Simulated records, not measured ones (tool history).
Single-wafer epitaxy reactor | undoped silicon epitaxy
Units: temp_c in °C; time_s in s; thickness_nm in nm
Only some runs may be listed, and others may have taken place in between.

run	hour	temp_c	time_s	thickness_nm
1	0.0	655	425	67.880
2	5.6	655	377	60.118
3	12.6	652	377	56.053
4	13.6	656	377	61.726
5	17.8	656	328	53.491
6	20.5	654	328	50.958
7	28.8	653	328	50.064
8	37.2	652	328	48.817

For run 9, what comes out?
9	43.9	645	327	?

Run 9 produced thickness_nm 41.273 nm.

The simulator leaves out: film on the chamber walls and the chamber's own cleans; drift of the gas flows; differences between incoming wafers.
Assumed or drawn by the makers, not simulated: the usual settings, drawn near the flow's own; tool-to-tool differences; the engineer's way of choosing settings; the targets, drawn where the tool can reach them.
